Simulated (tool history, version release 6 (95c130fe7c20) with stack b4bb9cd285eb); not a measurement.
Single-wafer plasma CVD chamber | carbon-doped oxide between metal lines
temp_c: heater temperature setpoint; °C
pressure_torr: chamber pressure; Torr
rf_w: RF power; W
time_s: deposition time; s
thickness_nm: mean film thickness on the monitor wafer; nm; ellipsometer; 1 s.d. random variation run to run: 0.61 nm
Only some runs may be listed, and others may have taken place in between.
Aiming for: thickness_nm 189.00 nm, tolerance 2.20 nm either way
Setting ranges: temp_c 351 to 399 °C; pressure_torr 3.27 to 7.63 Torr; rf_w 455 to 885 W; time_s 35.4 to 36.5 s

Run 1, day 0.000: temp_c 375 °C, pressure_torr 5.45 Torr, rf_w 670 W, time_s 35.4 s. Result: thickness_nm 209.57 nm.
Run 2, day 0.062: temp_c 377 °C, pressure_torr 5.24 Torr, rf_w 665 W, time_s 35.4 s. Result: thickness_nm 207.94 nm.
Run 3, day 0.100: temp_c 377 °C, pressure_torr 5.24 Torr, rf_w 700 W, time_s 35.4 s. Result: thickness_nm 214.63 nm.
Run 4, day 0.421: temp_c 386 °C, pressure_torr 5.24 Torr, rf_w 700 W, time_s 35.4 s. Result: thickness_nm 211.32 nm.
Run 5, day 0.596: temp_c 386 °C, pressure_torr 5.65 Torr, rf_w 700 W, time_s 35.4 s. Result: thickness_nm 211.78 nm.
Run 6, day 0.808: temp_c 387 °C, pressure_torr 5.59 Torr, rf_w 690 W, time_s 35.4 s. Result: thickness_nm 208.76 nm.
Run 7, day 1.079: temp_c 388 °C, pressure_torr 5.55 Torr, rf_w 680 W, time_s 35.4 s. Result: thickness_nm 208.00 nm.
Run 8, day 1.283: temp_c 388 °C, pressure_torr 5.48 Torr, rf_w 670 W, time_s 35.4 s. Result: thickness_nm 206.59 nm.
Run 9, day 1.546: temp_c 388 °C, pressure_torr 5.45 Torr, rf_w 660 W, time_s 35.4 s. Result: thickness_nm 203.97 nm.
Run 10, day 1.900: temp_c 389 °C, pressure_torr 5.40 Torr, rf_w 650 W, time_s 35.4 s. Result: thickness_nm 202.25 nm.
Run 11, day 2.071: temp_c 389 °C, pressure_torr 5.36 Torr, rf_w 640 W, time_s 35.4 s. Result: thickness_nm 200.05 nm.
Run 12, day 2.312: temp_c 389 °C, pressure_torr 5.30 Torr, rf_w 635 W, time_s 35.4 s. Result: thickness_nm 199.29 nm.
Run 13, day 2.621: temp_c 389 °C, pressure_torr 5.25 Torr, rf_w 630 W, time_s 35.4 s. Result: thickness_nm 199.06 nm.
Run 14, day 2.804: temp_c 389 °C, pressure_torr 5.23 Torr, rf_w 625 W, time_s 35.4 s. Result: thickness_nm 196.54 nm.

Of the 5 settings listed for the next run, only one would bring every result within its allowed miss of target. Which one?
Run A, day 2.988: temp_c 387 °C, pressure_torr 4.82 Torr, rf_w 595 W, time_s 36.1 s. Result: thickness_nm ?.
Run B, day 2.988: temp_c 391 °C, pressure_torr 5.55 Torr, rf_w 605 W, time_s 35.4 s. Result: thickness_nm ?.
Run C, day 2.988: temp_c 390 °C, pressure_torr 5.57 Torr, rf_w 575 W, time_s 36.4 s. Result: thickness_nm ?.
Run D, day 2.988: temp_c 395 °C, pressure_torr 5.00 Torr, rf_w 600 W, time_s 35.4 s. Result: thickness_nm ?.
Run E, day 2.988: temp_c 387 °C, pressure_torr 4.65 Torr, rf_w 625 W, time_s 35.4 s. Result: thickness_nm ?.

move  thickness_nm
   A        195.47
   B        195.06
   C        195.48
   D        190.78
   E        196.13
A: better than the last run, though not everything is in spec
B: better than the last run, though not everything is in spec
C: better than the last run, though not everything is in spec
D: each result inside its tolerance
E: better than the last run, though not everything is in spec
Correct choice: D, which meets every target
